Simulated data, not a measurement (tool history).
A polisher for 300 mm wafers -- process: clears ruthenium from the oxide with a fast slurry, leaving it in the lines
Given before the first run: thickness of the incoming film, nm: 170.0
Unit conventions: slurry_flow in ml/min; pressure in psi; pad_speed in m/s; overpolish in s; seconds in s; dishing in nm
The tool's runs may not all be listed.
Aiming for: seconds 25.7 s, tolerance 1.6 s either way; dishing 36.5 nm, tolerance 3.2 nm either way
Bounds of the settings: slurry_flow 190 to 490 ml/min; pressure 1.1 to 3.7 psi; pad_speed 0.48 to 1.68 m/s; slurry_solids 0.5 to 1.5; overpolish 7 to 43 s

run	day	slurry_flow	pressure	pad_speed	slurry_solids	overpolish	seconds	dishing
1	0	315	2.4	1.08	1	22	50.487	49.41
2	0.208	315	2.4	0.88	1	22	57.289	46.276
3	0.558	315	2.7	0.98	1	18	47.262	44.309
4	0.829	315	2.7	0.98	1	24	48.464	51.794
5	0.933	315	2.7	0.98	1	28	48.016	58.385
# day 1.283: worn pad replaced by a new one
6	1.283	315	3	1.04	1	22	38.76	54.905
7	1.458	315	3.2	1.02	1	18	35.805	53.091
8	1.533	315	3.3	1.08	0.95	15	35.856	48.741
9	1.812	310	3.4	1.1	1	13	32.447	46.395
10	1.858	275	3.3	1.14	1.1	11	31.224	42.516
11	2.108	250	3.3	1.16	1.15	10	30.687	40.996
12	2.258	235	3.3	1.18	1.25	9	29.013	41.716
13	2.338	220	3.4	1.24	1.15	8	28.177	36.65

Of the 5 settings listed for the next run, only one would bring every result within its allowed miss of target. Which one?
A	2.417	270	3.2	1.32	1.05	7	?	?
B	2.417	215	3	1.4	1.5	7	?	?
C	2.417	255	2.9	1.38	1.05	12	?	?
D	2.417	215	3.3	1.1	1.25	8	?	?
E	2.417	230	3.2	1.1	0.95	11	?	?

move	seconds	dishing
A	28.657	31.476
B	24.927	34.826
C	30.623	43.417
D	29.885	33.656
E	36.091	36.873
A: its largest miss is bigger than the last run's
B: every result lands within tolerance
C: its largest miss is bigger than the last run's
D: its largest miss is bigger than the last run's
E: its largest miss is bigger than the last run's
So the answer is move B, the one that meets all the targets.

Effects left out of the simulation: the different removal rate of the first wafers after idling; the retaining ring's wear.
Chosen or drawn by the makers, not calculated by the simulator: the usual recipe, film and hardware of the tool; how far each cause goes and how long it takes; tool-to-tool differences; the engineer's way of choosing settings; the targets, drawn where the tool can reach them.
